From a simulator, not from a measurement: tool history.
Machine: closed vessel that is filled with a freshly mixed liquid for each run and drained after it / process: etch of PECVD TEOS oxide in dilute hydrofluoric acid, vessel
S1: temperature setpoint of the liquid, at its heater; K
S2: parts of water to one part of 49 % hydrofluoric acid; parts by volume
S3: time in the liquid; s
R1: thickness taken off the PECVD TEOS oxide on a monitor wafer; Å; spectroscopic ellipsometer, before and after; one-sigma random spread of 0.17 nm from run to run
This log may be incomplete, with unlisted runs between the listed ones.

Run 1, hour 0.0: S1 298.15 K, S2 55 parts by volume, S3 195 s. Result: R1 491.51 Å.
Run 2, hour 4.3: S1 297.65 K, S2 55 parts by volume, S3 195 s. Result: R1 479.84 Å.
Run 3, hour 6.7: S1 297.65 K, S2 55 parts by volume, S3 195 s. Result: R1 484.73 Å.
Run 4, hour 15.7: S1 300.15 K, S2 55 parts by volume, S3 195 s. Result: R1 533.94 Å.
Run 5, hour 18.6: S1 300.15 K, S2 55 parts by volume, S3 205 s. Result: R1 563.30 Å.
Run 6, hour 27.1: S1 298.65 K, S2 55 parts by volume, S3 205 s. Result: R1 522.24 Å.
Run 7, hour 28.7: S1 297.65 K, S2 55 parts by volume, S3 205 s. Result: R1 505.47 Å.

Run 8, settings as shown, results not yet in. Your forecast:
Run 8, hour 35.2: S1 297.15 K, S2 55 parts by volume, S3 205 s. Result: R1 ?.

For run 8 the tool returned R1 497.53 Å.

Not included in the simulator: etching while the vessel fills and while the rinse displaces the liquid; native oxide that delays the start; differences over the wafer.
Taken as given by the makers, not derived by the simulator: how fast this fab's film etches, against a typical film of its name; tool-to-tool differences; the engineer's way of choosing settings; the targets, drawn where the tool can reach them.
